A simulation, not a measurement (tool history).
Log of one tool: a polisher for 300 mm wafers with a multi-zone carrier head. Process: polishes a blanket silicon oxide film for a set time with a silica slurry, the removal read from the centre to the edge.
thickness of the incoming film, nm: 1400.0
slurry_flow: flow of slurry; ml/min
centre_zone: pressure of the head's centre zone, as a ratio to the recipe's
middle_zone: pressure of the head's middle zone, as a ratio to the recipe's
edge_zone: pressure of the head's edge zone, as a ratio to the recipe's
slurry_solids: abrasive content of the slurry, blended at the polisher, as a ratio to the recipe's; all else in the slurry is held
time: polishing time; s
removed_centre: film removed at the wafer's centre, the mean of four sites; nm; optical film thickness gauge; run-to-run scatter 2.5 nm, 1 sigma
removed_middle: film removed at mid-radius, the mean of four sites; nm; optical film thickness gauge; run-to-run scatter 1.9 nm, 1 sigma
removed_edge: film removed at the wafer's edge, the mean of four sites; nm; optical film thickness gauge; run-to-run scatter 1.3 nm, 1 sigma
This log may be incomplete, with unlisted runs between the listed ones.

{"run": 1, "day": 0.0, "slurry_flow": 200, "centre_zone": 1, "middle_zone": 1, "edge_zone": 1, "slurry_solids": 1, "time": 45, "removed_centre": 194.4, "removed_middle": 190.97, "removed_edge": 193.21}
{"run": 2, "day": 0.096, "slurry_flow": 190, "centre_zone": 1.03, "middle_zone": 0.96, "edge_zone": 0.98, "slurry_solids": 1, "time": 45, "removed_centre": 198.82, "removed_middle": 178.98, "removed_edge": 193.31}
{"run": 3, "day": 0.175, "slurry_flow": 185, "centre_zone": 1.05, "middle_zone": 0.95, "edge_zone": 0.94, "slurry_solids": 1, "time": 45, "removed_centre": 202.71, "removed_middle": 180.32, "removed_edge": 190.42}
{"run": 4, "day": 0.392, "slurry_flow": 180, "centre_zone": 1.07, "middle_zone": 0.93, "edge_zone": 0.92, "slurry_solids": 0.95, "time": 45, "removed_centre": 195.43, "removed_middle": 175.32, "removed_edge": 182}
{"run": 5, "day": 0.762, "slurry_flow": 180, "centre_zone": 1.14, "middle_zone": 0.93, "edge_zone": 0.92, "slurry_solids": 0.95, "time": 45, "removed_centre": 208.94, "removed_middle": 172.17, "removed_edge": 184.31}
{"run": 6, "day": 0.883, "slurry_flow": 175, "centre_zone": 1.15, "middle_zone": 0.91, "edge_zone": 0.91, "slurry_solids": 0.95, "time": 45, "removed_centre": 208.67, "removed_middle": 171.3, "removed_edge": 181.24}
{"run": 7, "day": 0.979, "slurry_flow": 170, "centre_zone": 1.16, "middle_zone": 0.89, "edge_zone": 0.91, "slurry_solids": 0.95, "time": 45, "removed_centre": 212.69, "removed_middle": 165.7, "removed_edge": 179.5}

Predict the results of run 8:
{"run": 8, "day": 1.308, "slurry_flow": 165, "centre_zone": 1.15, "middle_zone": 0.88, "edge_zone": 0.91, "slurry_solids": 0.95, "time": 45, "removed_centre": "?", "removed_middle": "?", "removed_edge": "?"}

removed_centre: 208.98 nm
removed_middle: 159.63 nm
removed_edge: 179.19 nm

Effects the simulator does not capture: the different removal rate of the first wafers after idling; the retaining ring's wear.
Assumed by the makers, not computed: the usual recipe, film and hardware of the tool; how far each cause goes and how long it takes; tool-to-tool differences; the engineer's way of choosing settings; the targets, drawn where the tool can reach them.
